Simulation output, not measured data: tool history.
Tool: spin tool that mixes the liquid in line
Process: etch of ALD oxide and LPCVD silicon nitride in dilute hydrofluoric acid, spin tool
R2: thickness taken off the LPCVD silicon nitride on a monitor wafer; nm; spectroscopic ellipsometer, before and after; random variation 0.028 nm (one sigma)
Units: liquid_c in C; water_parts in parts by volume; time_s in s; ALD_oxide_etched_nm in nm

Run 1, hour 0.0: liquid_c 23.0 C, water_parts 235 parts by volume, time_s 180 s. Result: ALD_oxide_etched_nm 12.383 nm, R2 0.33940 nm.
Run 2, hour 2.7: liquid_c 23.0 C, water_parts 150 parts by volume, time_s 180 s. Result: ALD_oxide_etched_nm 21.148 nm, R2 0.55662 nm.
Run 3, hour 9.0: liquid_c 22.5 C, water_parts 170 parts by volume, time_s 180 s. Result: ALD_oxide_etched_nm 18.240 nm, R2 0.49283 nm.
Run 4, hour 13.3: liquid_c 22.0 C, water_parts 185 parts by volume, time_s 180 s. Result: ALD_oxide_etched_nm 15.818 nm, R2 0.39794 nm.
Run 5, hour 14.0: liquid_c 22.0 C, water_parts 185 parts by volume, time_s 130 s. Result: ALD_oxide_etched_nm 11.539 nm, R2 0.30014 nm.
Run 6, hour 16.8: liquid_c 21.5 C, water_parts 190 parts by volume, time_s 130 s. Result: ALD_oxide_etched_nm 10.990 nm, R2 0.27859 nm.
Run 7, hour 22.1: liquid_c 21.5 C, water_parts 190 parts by volume, time_s 130 s. Result: ALD_oxide_etched_nm 10.902 nm, R2 0.33047 nm.
Run 8, hour 25.0: liquid_c 21.0 C, water_parts 190 parts by volume, time_s 130 s. Result: ALD_oxide_etched_nm 10.819 nm, R2 0.31443 nm.
Run 9, hour 32.5: liquid_c 20.5 C, water_parts 190 parts by volume, time_s 130 s. Result: ALD_oxide_etched_nm 10.460 nm, R2 0.32639 nm.

The next listed run, before its measurement:
Run 10, hour 38.9: liquid_c 20.0 C, water_parts 190 parts by volume, time_s 130 s. Result: ALD_oxide_etched_nm ?, R2 ?.

Run 10 gave ALD_oxide_etched_nm 10.254 nm, R2 0.27301 nm.
